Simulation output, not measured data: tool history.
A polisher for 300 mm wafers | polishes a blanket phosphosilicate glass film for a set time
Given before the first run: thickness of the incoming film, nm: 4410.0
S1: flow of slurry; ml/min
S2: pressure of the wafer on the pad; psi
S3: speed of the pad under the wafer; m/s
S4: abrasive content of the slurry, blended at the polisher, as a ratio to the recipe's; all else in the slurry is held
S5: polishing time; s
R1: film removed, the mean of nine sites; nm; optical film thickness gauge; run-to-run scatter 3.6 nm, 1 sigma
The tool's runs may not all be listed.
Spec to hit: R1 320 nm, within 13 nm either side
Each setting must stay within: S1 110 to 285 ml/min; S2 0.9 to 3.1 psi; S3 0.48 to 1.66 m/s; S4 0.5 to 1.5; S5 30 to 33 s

{"run": 1, "hour": 0.0, "S1": 180, "S2": 2, "S3": 1.06, "S4": 1, "S5": 33, "R1": 166.25}
{"run": 2, "hour": 6.2, "S1": 180, "S2": 2.3, "S3": 1.1, "S4": 1, "S5": 33, "R1": 195.83}
{"run": 3, "hour": 9.4, "S1": 180, "S2": 2.5, "S3": 1.14, "S4": 1, "S5": 33, "R1": 211.23}
{"run": 4, "hour": 11.8, "S1": 180, "S2": 2.5, "S3": 1.14, "S4": 1, "S5": 30, "R1": 197.63}
{"run": 5, "hour": 14.7, "S1": 200, "S2": 2.5, "S3": 1.14, "S4": 1, "S5": 30, "R1": 197.34}
{"run": 6, "hour": 18.8, "S1": 200, "S2": 2.5, "S3": 1.14, "S4": 0.9, "S5": 30, "R1": 188.89}
{"run": 7, "hour": 27.2, "S1": 200, "S2": 2.6, "S3": 1.26, "S4": 0.9, "S5": 30, "R1": 209.99}
{"hour": 30.8, "done": "slurry blender recalibrated"}
{"run": 8, "hour": 30.8, "S1": 200, "S2": 2.7, "S3": 1.36, "S4": 0.9, "S5": 30, "R1": 249.77}
{"run": 9, "hour": 34.9, "S1": 200, "S2": 2.8, "S3": 1.38, "S4": 0.9, "S5": 30, "R1": 259.51}

Which single option among these 5 for the next run brings every result within its allowed miss of target? Just one does.
{"run": "A", "hour": 39.0, "S1": 145, "S2": 3.1, "S3": 1.42, "S4": 1.1, "S5": 32, "R1": "?"}
{"run": "B", "hour": 39.0, "S1": 235, "S2": 2.8, "S3": 1.42, "S4": 0.9, "S5": 31, "R1": "?"}
{"run": "C", "hour": 39.0, "S1": 210, "S2": 3.1, "S3": 1.12, "S4": 0.95, "S5": 32, "R1": "?"}
{"run": "D", "hour": 39.0, "S1": 195, "S2": 3.1, "S3": 1.3, "S4": 0.8, "S5": 31, "R1": "?"}
{"run": "E", "hour": 39.0, "S1": 255, "S2": 1.9, "S3": 1.54, "S4": 0.55, "S5": 32, "R1": "?"}

move=A R1=321.35
move=B R1=282.44
move=C R1=286.75
move=D R1=278.79
move=E R1=176.21
A: all results in spec
B: better than the last run, though not everything is in spec
C: better than the last run, though not everything is in spec
D: better than the last run, though not everything is in spec
E: its largest miss is bigger than the last run's
The right move is A.

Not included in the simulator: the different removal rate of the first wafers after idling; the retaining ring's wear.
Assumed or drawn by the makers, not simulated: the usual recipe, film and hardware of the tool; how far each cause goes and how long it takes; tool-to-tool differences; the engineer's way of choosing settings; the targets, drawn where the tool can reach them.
